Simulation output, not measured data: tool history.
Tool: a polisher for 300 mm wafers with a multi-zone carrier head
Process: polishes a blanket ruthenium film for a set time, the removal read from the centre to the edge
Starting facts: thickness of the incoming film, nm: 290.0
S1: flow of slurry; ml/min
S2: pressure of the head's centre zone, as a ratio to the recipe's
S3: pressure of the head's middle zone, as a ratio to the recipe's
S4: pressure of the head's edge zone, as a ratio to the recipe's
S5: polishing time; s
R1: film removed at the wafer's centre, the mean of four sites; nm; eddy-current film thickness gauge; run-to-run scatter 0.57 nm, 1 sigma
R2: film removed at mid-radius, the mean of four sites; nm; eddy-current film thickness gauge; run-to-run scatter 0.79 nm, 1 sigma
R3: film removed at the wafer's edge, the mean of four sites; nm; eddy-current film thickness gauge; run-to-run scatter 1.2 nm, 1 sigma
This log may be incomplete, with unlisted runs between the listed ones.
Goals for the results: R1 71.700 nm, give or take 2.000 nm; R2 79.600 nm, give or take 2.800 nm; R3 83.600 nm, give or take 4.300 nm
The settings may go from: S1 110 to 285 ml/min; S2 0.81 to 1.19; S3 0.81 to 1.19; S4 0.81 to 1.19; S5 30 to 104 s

{"run": 1, "day": 0.0, "S1": 180, "S2": 1.0, "S3": 1.0, "S4": 1.0, "S5": 67, "R1": 85.319, "R2": 84.326, "R3": 87.06}
{"run": 2, "day": 0.029, "S1": 180, "S2": 1.0, "S3": 1.05, "S4": 1.0, "S5": 67, "R1": 85.519, "R2": 89.021, "R3": 87.728}
{"run": 3, "day": 0.388, "S1": 180, "S2": 1.0, "S3": 1.05, "S4": 1.06, "S5": 67, "R1": 85.713, "R2": 88.958, "R3": 90.264}
{"run": 4, "day": 0.708, "S1": 170, "S2": 0.98, "S3": 1.04, "S4": 1.05, "S5": 67, "R1": 82.649, "R2": 86.074, "R3": 88.122}
{"run": 5, "day": 0.929, "S1": 160, "S2": 0.96, "S3": 1.04, "S4": 1.05, "S5": 67, "R1": 81.568, "R2": 85.535, "R3": 88.735}
{"run": 6, "day": 1.158, "S1": 160, "S2": 0.96, "S3": 1.0, "S4": 1.05, "S5": 67, "R1": 79.841, "R2": 81.559, "R3": 87.093}
{"run": 7, "day": 1.479, "S1": 155, "S2": 0.94, "S3": 1.01, "S4": 1.05, "S5": 67, "R1": 77.697, "R2": 82.551, "R3": 88.542}
{"run": 8, "day": 1.658, "S1": 155, "S2": 0.94, "S3": 1.01, "S4": 1.05, "S5": 67, "R1": 77.557, "R2": 82.623, "R3": 88.947}
{"run": 9, "day": 1.946, "S1": 155, "S2": 0.94, "S3": 1.01, "S4": 1.05, "S5": 67, "R1": 78.547, "R2": 81.138, "R3": 86.402}
{"run": 10, "day": 2.238, "S1": 150, "S2": 0.93, "S3": 1.02, "S4": 1.05, "S5": 67, "R1": 76.784, "R2": 82.534, "R3": 86.873}
{"run": 11, "day": 2.288, "S1": 125, "S2": 0.9, "S3": 1.01, "S4": 1.02, "S5": 66, "R1": 69.795, "R2": 78.194, "R3": 81.419}

5 candidate next runs follow, results not yet known. Just one meets every target within its allowed miss. Identify it.
{"run": "A", "day": 2.338, "S1": 150, "S2": 0.87, "S3": 1.02, "S4": 1.0, "S5": 62, "R1": "?", "R2": "?", "R3": "?"}
{"run": "B", "day": 2.338, "S1": 175, "S2": 0.87, "S3": 0.99, "S4": 1.0, "S5": 65, "R1": "?", "R2": "?", "R3": "?"}
{"run": "C", "day": 2.338, "S1": 120, "S2": 0.92, "S3": 0.95, "S4": 0.96, "S5": 67, "R1": "?", "R2": "?", "R3": "?"}
{"run": "D", "day": 2.338, "S1": 125, "S2": 0.96, "S3": 1.06, "S4": 0.92, "S5": 63, "R1": "?", "R2": "?", "R3": "?"}
{"run": "E", "day": 2.338, "S1": 175, "S2": 0.96, "S3": 1.05, "S4": 1.01, "S5": 59, "R1": "?", "R2": "?", "R3": "?"}

move=A R1=66.526 R2=76.763 R3=78.003
move=B R1=72.192 R2=80.938 R3=83.669
move=C R1=71.328 R2=73.843 R3=79.655
move=D R1=70.985 R2=77.034 R3=74.038
move=E R1=72.397 R2=77.182 R3=76.218
A: further off than the last run
B: every result lands within tolerance
C: brings the result that was furthest off to its target, and leaves another outside
D: brings the result that was furthest off to its target, and leaves another outside
E: brings the result that was furthest off to its target, and leaves another outside
Correct choice: B, which meets every target

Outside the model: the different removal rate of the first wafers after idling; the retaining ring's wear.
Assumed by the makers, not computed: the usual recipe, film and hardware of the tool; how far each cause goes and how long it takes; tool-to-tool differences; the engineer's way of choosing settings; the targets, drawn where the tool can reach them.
